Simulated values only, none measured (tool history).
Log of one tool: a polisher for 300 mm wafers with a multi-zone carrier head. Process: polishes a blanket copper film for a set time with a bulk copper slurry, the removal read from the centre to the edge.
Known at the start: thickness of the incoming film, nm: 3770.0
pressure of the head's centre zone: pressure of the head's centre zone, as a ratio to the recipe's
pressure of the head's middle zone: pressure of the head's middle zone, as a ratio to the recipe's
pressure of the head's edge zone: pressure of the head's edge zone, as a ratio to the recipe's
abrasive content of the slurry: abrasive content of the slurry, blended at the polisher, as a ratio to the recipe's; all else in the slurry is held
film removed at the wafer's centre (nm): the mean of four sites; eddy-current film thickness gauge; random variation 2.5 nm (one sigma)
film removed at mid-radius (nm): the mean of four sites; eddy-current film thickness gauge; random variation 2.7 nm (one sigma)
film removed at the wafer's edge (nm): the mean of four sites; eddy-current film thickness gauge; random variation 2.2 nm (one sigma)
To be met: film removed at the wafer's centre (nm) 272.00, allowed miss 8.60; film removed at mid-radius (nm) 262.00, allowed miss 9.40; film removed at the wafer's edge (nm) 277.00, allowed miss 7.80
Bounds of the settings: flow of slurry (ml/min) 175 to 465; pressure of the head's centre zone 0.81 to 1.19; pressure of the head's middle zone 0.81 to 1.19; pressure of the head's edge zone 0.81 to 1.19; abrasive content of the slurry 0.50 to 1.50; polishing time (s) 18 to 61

| run | hour | flow of slurry (ml/min) | pressure of the head's centre zone | pressure of the head's middle zone | pressure of the head's edge zone | abrasive content of the slurry | polishing time (s) | film removed at the wafer's centre (nm) | film removed at mid-radius (nm) | film removed at the wafer's edge (nm) |
|---|---|---|---|---|---|---|---|---|---|---|
| 1 | 0.0 | 295 | 1.00 | 1.00 | 1.00 | 1.00 | 39 | 333.60 | 344.65 | 334.71 |
| 2 | 1.8 | 295 | 1.00 | 1.07 | 1.00 | 1.00 | 39 | 336.16 | 357.30 | 337.63 |
| 3 | 8.6 | 295 | 1.00 | 1.07 | 1.00 | 1.00 | 44 | 377.74 | 405.77 | 385.22 |
| 4 | 12.3 | 290 | 1.00 | 1.05 | 1.00 | 0.95 | 43 | 367.13 | 385.89 | 370.38 |
| 5 | 21.2 | 285 | 0.99 | 1.03 | 1.00 | 0.90 | 42 | 344.93 | 360.24 | 352.88 |
| 6 | 26.1 | 285 | 0.94 | 1.03 | 1.00 | 0.90 | 42 | 334.05 | 367.83 | 353.79 |
| 7 | 33.5 | 280 | 0.94 | 1.01 | 0.99 | 0.85 | 42 | 330.70 | 351.65 | 349.25 |
| 8 | 37.1 | 280 | 0.92 | 0.92 | 0.89 | 0.60 | 37 | 256.23 | 260.36 | 270.73 |
| 9 | 40.9 | 285 | 0.93 | 0.92 | 0.89 | 0.60 | 37 | 252.28 | 263.82 | 268.69 |
| 10 | 43.8 | 285 | 0.94 | 0.92 | 0.90 | 0.60 | 37 | 259.55 | 261.32 | 269.84 |

Which of these 4 next moves meets every target?
| A | 46.7 | 275 | 0.86 | 0.89 | 0.93 | 0.55 | 39 | ? | ? | ? |
| B | 46.7 | 315 | 0.85 | 0.92 | 0.81 | 0.65 | 36 | ? | ? | ? |
| C | 46.7 | 300 | 1.00 | 0.94 | 0.86 | 0.60 | 36 | ? | ? | ? |
| D | 46.7 | 330 | 0.92 | 0.86 | 0.84 | 0.50 | 41 | ? | ? | ? |

| move | film removed at the wafer's centre (nm) | film removed at mid-radius (nm) | film removed at the wafer's edge (nm) |
|---|---|---|---|
| A | 245.32 | 261.03 | 276.63 |
| B | 238.40 | 263.43 | 256.75 |
| C | 273.21 | 260.79 | 255.69 |
| D | 274.32 | 264.56 | 276.35 |
A: further off than the last run
B: further off than the last run
C: brings the result that was furthest off to its target, and leaves another outside
D: meets every target
The right move is D.
